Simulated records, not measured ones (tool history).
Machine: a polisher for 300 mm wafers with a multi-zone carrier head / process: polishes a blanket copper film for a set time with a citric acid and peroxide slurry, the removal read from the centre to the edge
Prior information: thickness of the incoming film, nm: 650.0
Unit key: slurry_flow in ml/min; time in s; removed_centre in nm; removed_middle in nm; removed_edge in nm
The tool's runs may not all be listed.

run 1 day=0.000 | slurry_flow=240 centre_zone=1.00 middle_zone=1.00 edge_zone=1.00 slurry_solids=1.00 time=30 | removed_centre=33.763 removed_middle=36.673 removed_edge=36.862
run 2 day=0.133 | slurry_flow=240 centre_zone=1.08 middle_zone=1.00 edge_zone=1.00 slurry_solids=1.00 time=30 | removed_centre=36.942 removed_middle=36.219 removed_edge=36.376
run 3 day=0.429 | slurry_flow=240 centre_zone=1.08 middle_zone=1.00 edge_zone=1.04 slurry_solids=1.00 time=30 | removed_centre=36.343 removed_middle=35.566 removed_edge=37.353
run 4 day=0.542 | slurry_flow=240 centre_zone=1.00 middle_zone=1.00 edge_zone=1.04 slurry_solids=1.00 time=30 | removed_centre=34.424 removed_middle=35.926 removed_edge=37.519
run 5 day=0.608 | slurry_flow=240 centre_zone=1.03 middle_zone=0.97 edge_zone=1.01 slurry_solids=0.85 time=27 | removed_centre=30.431 removed_middle=30.379 removed_edge=31.444
run 6 day=0.662 | slurry_flow=240 centre_zone=1.03 middle_zone=0.91 edge_zone=1.01 slurry_solids=0.85 time=27 | removed_centre=30.296 removed_middle=28.920 removed_edge=32.246

Forecast run 7:
-- day=0.942 centre zone pressure recalibrated
run 7 day=0.942 | slurry_flow=240 centre_zone=1.04 middle_zone=0.90 edge_zone=0.99 slurry_solids=0.75 time=26 | removed_centre=? removed_middle=? removed_edge=?

removed_centre: 30.782 nm
removed_middle: 26.543 nm
removed_edge: 29.286 nm
